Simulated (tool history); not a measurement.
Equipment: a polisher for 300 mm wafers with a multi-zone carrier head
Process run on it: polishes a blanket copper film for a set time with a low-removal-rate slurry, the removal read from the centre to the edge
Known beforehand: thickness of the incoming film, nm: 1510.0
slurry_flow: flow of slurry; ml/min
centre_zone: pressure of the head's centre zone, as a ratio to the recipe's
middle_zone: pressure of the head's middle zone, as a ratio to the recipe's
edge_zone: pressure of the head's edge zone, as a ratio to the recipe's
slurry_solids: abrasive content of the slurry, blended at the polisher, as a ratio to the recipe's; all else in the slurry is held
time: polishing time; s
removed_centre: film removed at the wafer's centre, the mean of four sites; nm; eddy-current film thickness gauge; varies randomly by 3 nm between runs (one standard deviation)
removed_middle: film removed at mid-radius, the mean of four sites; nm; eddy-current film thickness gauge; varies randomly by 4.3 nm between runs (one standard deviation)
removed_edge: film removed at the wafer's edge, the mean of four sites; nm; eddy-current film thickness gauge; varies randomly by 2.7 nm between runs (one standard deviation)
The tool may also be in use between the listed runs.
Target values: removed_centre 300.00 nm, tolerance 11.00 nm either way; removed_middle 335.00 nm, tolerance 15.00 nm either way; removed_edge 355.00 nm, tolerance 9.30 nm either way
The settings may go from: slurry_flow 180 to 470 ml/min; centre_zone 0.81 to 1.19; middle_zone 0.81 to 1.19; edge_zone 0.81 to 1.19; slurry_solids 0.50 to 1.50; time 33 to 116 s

| run | hour | slurry_flow | centre_zone | middle_zone | edge_zone | slurry_solids | time | removed_centre | removed_middle | removed_edge |
|---|---|---|---|---|---|---|---|---|---|---|
| 1 | 0.0 | 300 | 1.00 | 1.00 | 1.00 | 1.00 | 74 | 252.86 | 244.18 | 246.61 |
| 2 | 3.9 | 300 | 0.97 | 1.01 | 1.05 | 1.15 | 78 | 257.24 | 264.10 | 268.80 |
| 3 | 11.6 | 300 | 0.96 | 1.01 | 1.08 | 1.25 | 82 | 279.73 | 292.51 | 293.53 |
| 4 | 12.2 | 300 | 0.94 | 1.00 | 1.11 | 1.30 | 84 | 287.84 | 296.26 | 307.55 |
| 5 | 19.2 | 300 | 0.94 | 1.00 | 1.19 | 1.30 | 84 | 281.35 | 299.10 | 323.98 |
| 6 | 24.7 | 305 | 0.92 | 1.00 | 1.19 | 1.35 | 85 | 279.88 | 301.46 | 327.75 |
| 7 | 27.7 | 305 | 0.91 | 1.01 | 1.19 | 1.40 | 86 | 279.84 | 305.97 | 333.93 |
| 8 | 29.2 | 310 | 0.91 | 1.02 | 1.19 | 1.40 | 87 | 285.12 | 316.58 | 332.74 |
| 9 | 32.8 | 310 | 0.90 | 1.02 | 1.19 | 1.40 | 88 | 282.33 | 319.06 | 337.65 |
| 10 | 33.8 | 310 | 0.90 | 1.02 | 1.19 | 1.40 | 89 | 292.89 | 325.51 | 339.96 |

Next run, 5 choices. One meets every target within its allowed miss, the rest don't. Which?
| A | 34.8 | 275 | 0.97 | 1.12 | 1.18 | 1.25 | 88 | ? | ? | ? |
| B | 34.8 | 300 | 0.98 | 1.06 | 1.09 | 1.40 | 87 | ? | ? | ? |
| C | 34.8 | 270 | 0.85 | 1.13 | 1.09 | 1.45 | 87 | ? | ? | ? |
| D | 34.8 | 340 | 0.88 | 1.00 | 1.14 | 1.45 | 92 | ? | ? | ? |
| E | 34.8 | 300 | 0.96 | 1.12 | 1.08 | 1.45 | 87 | ? | ? | ? |

| move | removed_centre | removed_middle | removed_edge |
|---|---|---|---|
| A | 306.46 | 332.57 | 329.97 |
| B | 314.99 | 322.70 | 321.97 |
| C | 272.68 | 340.94 | 322.12 |
| D | 303.61 | 329.97 | 353.32 |
| E | 310.81 | 340.67 | 322.47 |
A: moves away from the targets compared with the last run
B: moves away from the targets compared with the last run
C: moves away from the targets compared with the last run
D: all results land within tolerance of their targets
E: moves away from the targets compared with the last run
Go with D: it meets all targets.
